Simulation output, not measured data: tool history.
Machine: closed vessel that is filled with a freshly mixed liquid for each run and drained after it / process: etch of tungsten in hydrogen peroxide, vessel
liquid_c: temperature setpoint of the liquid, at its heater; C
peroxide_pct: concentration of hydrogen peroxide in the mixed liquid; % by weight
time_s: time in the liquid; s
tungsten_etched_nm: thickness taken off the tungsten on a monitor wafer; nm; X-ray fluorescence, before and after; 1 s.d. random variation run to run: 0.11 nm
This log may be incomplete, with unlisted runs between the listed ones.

run  hour  liquid_c  peroxide_pct  time_s  tungsten_etched_nm
  1   0.0      45.0          17.5      30              43.224
  2   8.7      41.0          17.0      30              33.040
  3  16.5      48.0          17.0      30              51.747
  4  23.9      43.5          17.0      30              39.006
  5  27.9      49.0          17.0      30              54.837
  6  31.4      42.5          17.0      30              36.422
  7  39.1      39.5          17.0      30              30.173
  8  46.8      37.5          17.0      30              26.552
  9  53.3      36.0          17.0      30              23.909

For run 10, what comes out?
 10  61.1      35.0          17.0      30                   ?

{"run 10": {"tungsten_etched_nm": 22.453}}
